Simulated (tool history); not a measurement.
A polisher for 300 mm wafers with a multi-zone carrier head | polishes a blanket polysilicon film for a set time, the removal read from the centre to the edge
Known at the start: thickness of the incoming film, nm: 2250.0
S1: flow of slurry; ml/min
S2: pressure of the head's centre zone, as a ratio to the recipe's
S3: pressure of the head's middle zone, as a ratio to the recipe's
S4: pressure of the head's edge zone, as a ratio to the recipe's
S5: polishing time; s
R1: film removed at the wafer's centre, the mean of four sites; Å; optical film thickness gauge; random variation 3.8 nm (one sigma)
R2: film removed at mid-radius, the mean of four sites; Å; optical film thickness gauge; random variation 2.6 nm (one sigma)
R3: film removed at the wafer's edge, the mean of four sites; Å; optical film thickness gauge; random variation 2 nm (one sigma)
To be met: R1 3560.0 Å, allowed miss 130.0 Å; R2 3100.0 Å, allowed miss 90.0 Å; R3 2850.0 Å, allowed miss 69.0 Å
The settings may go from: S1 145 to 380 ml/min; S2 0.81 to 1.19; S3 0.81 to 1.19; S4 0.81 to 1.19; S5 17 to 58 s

{"run": 1, "hour": 0.0, "S1": 245, "S2": 1.0, "S3": 1.0, "S4": 1.0, "S5": 37, "R1": 4122.3, "R2": 4123.8, "R3": 4073.8}
{"run": 2, "hour": 6.0, "S1": 245, "S2": 1.03, "S3": 1.0, "S4": 0.95, "S5": 34, "R1": 3885.7, "R2": 3828.0, "R3": 3651.0}
{"run": 3, "hour": 7.9, "S1": 240, "S2": 1.06, "S3": 0.99, "S4": 0.92, "S5": 32, "R1": 3753.8, "R2": 3554.7, "R3": 3408.4}
{"run": 4, "hour": 10.6, "S1": 240, "S2": 1.06, "S3": 1.02, "S4": 0.92, "S5": 32, "R1": 3692.8, "R2": 3623.1, "R3": 3395.6}
{"run": 5, "hour": 17.2, "S1": 240, "S2": 1.06, "S3": 1.02, "S4": 0.92, "S5": 40, "R1": 4761.3, "R2": 4512.6, "R3": 4215.1}
{"run": 6, "hour": 19.4, "S1": 240, "S2": 1.08, "S3": 1.01, "S4": 0.89, "S5": 37, "R1": 4477.9, "R2": 4152.8, "R3": 3884.7}
{"run": 7, "hour": 26.2, "S1": 235, "S2": 1.1, "S3": 1.01, "S4": 0.87, "S5": 34, "R1": 4181.5, "R2": 3759.2, "R3": 3472.8}
{"run": 8, "hour": 28.7, "S1": 225, "S2": 1.1, "S3": 1.0, "S4": 0.85, "S5": 33, "R1": 4006.4, "R2": 3644.4, "R3": 3336.7}
{"run": 9, "hour": 31.6, "S1": 215, "S2": 1.11, "S3": 0.99, "S4": 0.84, "S5": 32, "R1": 3921.6, "R2": 3509.9, "R3": 3198.4}

Which of these 5 next moves meets every target?
{"run": "A", "hour": 34.5, "S1": 185, "S2": 1.16, "S3": 1.13, "S4": 0.81, "S5": 31, "R1": "?", "R2": "?", "R3": "?"}
{"run": "B", "hour": 34.5, "S1": 250, "S2": 1.14, "S3": 0.81, "S4": 1.02, "S5": 32, "R1": "?", "R2": "?", "R3": "?"}
{"run": "C", "hour": 34.5, "S1": 210, "S2": 1.14, "S3": 1.0, "S4": 0.85, "S5": 28, "R1": "?", "R2": "?", "R3": "?"}
{"run": "D", "hour": 34.5, "S1": 225, "S2": 1.13, "S3": 0.99, "S4": 0.81, "S5": 30, "R1": "?", "R2": "?", "R3": "?"}
{"run": "E", "hour": 34.5, "S1": 200, "S2": 1.06, "S3": 1.02, "S4": 0.81, "S5": 28, "R1": "?", "R2": "?", "R3": "?"}

move=A R1=3889.1 R2=3745.0 R3=3019.6
move=B R1=4082.1 R2=3021.1 R3=3567.4
move=C R1=3504.9 R2=3092.6 R3=2821.0
move=D R1=3752.8 R2=3310.4 R3=2975.8
move=E R1=3238.0 R2=3129.3 R3=2749.8
A: further off than the last run
B: further off than the last run
C: meets every target
D: nearer than the last run, and not there yet
E: takes the result that was furthest off past its target
Move C is the one to make.
